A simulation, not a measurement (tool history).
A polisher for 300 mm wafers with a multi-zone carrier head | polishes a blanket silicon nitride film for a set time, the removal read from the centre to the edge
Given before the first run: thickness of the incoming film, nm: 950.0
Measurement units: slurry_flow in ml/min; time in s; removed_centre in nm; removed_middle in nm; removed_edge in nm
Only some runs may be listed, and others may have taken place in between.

run,hour,slurry_flow,centre_zone,middle_zone,edge_zone,time,removed_centre,removed_middle,removed_edge
1,0.0,215,1.00,1.00,1.00,56,127.56,127.68,128.09
2,6.0,165,1.00,1.00,1.00,56,122.78,121.33,124.96
3,6.9,165,1.00,1.07,1.00,56,125.17,132.49,124.28
4,13.8,165,1.01,1.06,0.98,55,120.13,129.89,120.72
5,19.5,165,1.03,1.04,0.96,54,120.54,124.88,116.94
6,27.8,130,1.03,1.04,0.96,54,113.91,117.49,114.36
7,34.6,130,1.04,1.03,0.95,54,115.86,116.29,113.24

Estimate the outcome of run 8 from the log above:
8,38.6,130,1.05,1.02,0.94,54,?,?,?

For run 8 the tool returned removed_centre 116.76 nm, removed_middle 114.14 nm, removed_edge 110.36 nm.

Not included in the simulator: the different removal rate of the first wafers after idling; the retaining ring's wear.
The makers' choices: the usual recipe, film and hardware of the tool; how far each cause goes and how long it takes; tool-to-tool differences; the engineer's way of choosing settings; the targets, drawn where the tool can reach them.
